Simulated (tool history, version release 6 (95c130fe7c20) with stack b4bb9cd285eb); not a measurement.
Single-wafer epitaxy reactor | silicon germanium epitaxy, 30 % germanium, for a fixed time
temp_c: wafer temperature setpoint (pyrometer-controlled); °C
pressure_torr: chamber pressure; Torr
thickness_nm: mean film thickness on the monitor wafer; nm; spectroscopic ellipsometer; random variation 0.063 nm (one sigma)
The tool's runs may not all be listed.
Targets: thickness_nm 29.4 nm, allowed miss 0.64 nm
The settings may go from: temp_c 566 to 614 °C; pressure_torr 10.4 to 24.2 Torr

{"run": 1, "hour": 0.0, "temp_c": 590, "pressure_torr": 17.3, "thickness_nm": 40.991}
{"run": 2, "hour": 2.7, "temp_c": 585, "pressure_torr": 17.2, "thickness_nm": 36.803}
{"run": 3, "hour": 4.7, "temp_c": 582, "pressure_torr": 17.1, "thickness_nm": 34.395}
{"run": 4, "hour": 6.1, "temp_c": 586, "pressure_torr": 17.1, "thickness_nm": 37.514}
{"run": 5, "hour": 7.1, "temp_c": 583, "pressure_torr": 17, "thickness_nm": 35.134}
{"run": 6, "hour": 15.7, "temp_c": 583, "pressure_torr": 14.3, "thickness_nm": 33.452}
{"run": 7, "hour": 23.4, "temp_c": 581, "pressure_torr": 14.3, "thickness_nm": 32.114}
{"run": 8, "hour": 25.9, "temp_c": 580, "pressure_torr": 14.3, "thickness_nm": 31.438}
{"run": 9, "hour": 32.2, "temp_c": 579, "pressure_torr": 14.3, "thickness_nm": 30.644}

5 next moves are on the table. One of them brings every result within its allowed miss. Which?
{"run": "A", "hour": 38.5, "temp_c": 577, "pressure_torr": 14, "thickness_nm": "?"}
{"run": "B", "hour": 38.5, "temp_c": 580, "pressure_torr": 14.1, "thickness_nm": "?"}
{"run": "C", "hour": 38.5, "temp_c": 579, "pressure_torr": 14.5, "thickness_nm": "?"}
{"run": "D", "hour": 38.5, "temp_c": 578, "pressure_torr": 15.9, "thickness_nm": "?"}
{"run": "E", "hour": 38.5, "temp_c": 580, "pressure_torr": 16.9, "thickness_nm": "?"}

move=A thickness_nm=29.269
move=B thickness_nm=31.322
move=C thickness_nm=30.873
move=D thickness_nm=30.97
move=E thickness_nm=32.914
A: meets every target
B: further off than the last run
C: further off than the last run
D: further off than the last run
E: further off than the last run
Answer: A
